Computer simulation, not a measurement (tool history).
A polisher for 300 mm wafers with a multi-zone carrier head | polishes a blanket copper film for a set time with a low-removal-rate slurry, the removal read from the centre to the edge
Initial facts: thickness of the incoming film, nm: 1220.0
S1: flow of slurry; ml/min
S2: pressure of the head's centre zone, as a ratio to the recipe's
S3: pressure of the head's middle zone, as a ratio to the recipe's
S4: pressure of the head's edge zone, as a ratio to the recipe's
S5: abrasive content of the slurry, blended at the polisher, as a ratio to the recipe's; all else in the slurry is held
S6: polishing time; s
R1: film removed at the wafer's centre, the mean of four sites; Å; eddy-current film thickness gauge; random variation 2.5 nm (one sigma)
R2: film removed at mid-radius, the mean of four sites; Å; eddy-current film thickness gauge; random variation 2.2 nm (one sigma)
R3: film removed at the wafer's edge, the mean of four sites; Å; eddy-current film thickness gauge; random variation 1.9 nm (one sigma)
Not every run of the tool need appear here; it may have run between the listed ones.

| run | hour | S1 | S2 | S3 | S4 | S5 | S6 | R1 | R2 | R3 |
|---|---|---|---|---|---|---|---|---|---|---|
| 1 | 0 | 235 | 1 | 1 | 1 | 1 | 88 | 2549.1 | 2535.9 | 2519.3 |
| 2 | 1.7 | 235 | 1 | 1 | 1.07 | 1 | 88 | 2573.7 | 2562.5 | 2634.3 |
| 3 | 4.6 | 235 | 1 | 1 | 1.07 | 0.9 | 88 | 2486.1 | 2503.5 | 2553.1 |
| 4 | 11.1 | 250 | 1.03 | 1.02 | 1.1 | 1.05 | 88 | 2697.1 | 2672.1 | 2742.6 |
| 5 | 18.6 | 270 | 1.07 | 1.04 | 1.13 | 1.1 | 88 | 2846.1 | 2734.6 | 2741 |
| 6 | 21.7 | 270 | 1.08 | 1.04 | 1.14 | 1.2 | 89 | 2923.9 | 2820 | 2875.4 |
| 7 | 29.2 | 280 | 1.1 | 1.05 | 1.15 | 1.3 | 89 | 3039 | 2904.3 | 2933 |

The next listed run, before its measurement:
| 8 | 34.4 | 290 | 1.11 | 1.05 | 1.16 | 1.35 | 89 | ? | ? | ? |

For run 8 the tool returned R1 3126.7 Å, R2 2946.2 Å, R3 3016.5 Å.

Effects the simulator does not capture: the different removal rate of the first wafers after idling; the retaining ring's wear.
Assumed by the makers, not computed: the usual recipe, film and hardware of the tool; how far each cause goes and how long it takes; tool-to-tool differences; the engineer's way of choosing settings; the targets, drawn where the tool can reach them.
